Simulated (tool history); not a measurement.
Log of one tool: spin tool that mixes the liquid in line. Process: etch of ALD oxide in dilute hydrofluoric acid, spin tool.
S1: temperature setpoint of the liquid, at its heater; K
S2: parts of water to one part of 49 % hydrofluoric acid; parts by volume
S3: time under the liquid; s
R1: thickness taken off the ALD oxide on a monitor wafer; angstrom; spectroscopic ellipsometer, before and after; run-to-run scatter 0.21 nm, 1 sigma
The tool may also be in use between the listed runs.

| run | hour | S1 | S2 | S3 | R1 |
|---|---|---|---|---|---|
| 1 | 0.0 | 297.15 | 160 | 275 | 327.25 |
| 2 | 8.2 | 300.15 | 160 | 275 | 364.55 |
| 3 | 15.0 | 297.65 | 160 | 275 | 332.38 |
| 4 | 21.6 | 299.15 | 160 | 275 | 351.83 |
| 5 | 22.1 | 300.15 | 155 | 275 | 381.07 |
| 6 | 22.8 | 300.15 | 115 | 275 | 537.26 |
| 7 | 30.5 | 299.65 | 115 | 275 | 530.94 |
| 8 | 31.0 | 299.15 | 115 | 275 | 517.18 |

Run 9, settings as shown, results not yet in. Your forecast:
| 9 | 38.5 | 298.65 | 115 | 275 | ? |

R1: 511.99 angstrom

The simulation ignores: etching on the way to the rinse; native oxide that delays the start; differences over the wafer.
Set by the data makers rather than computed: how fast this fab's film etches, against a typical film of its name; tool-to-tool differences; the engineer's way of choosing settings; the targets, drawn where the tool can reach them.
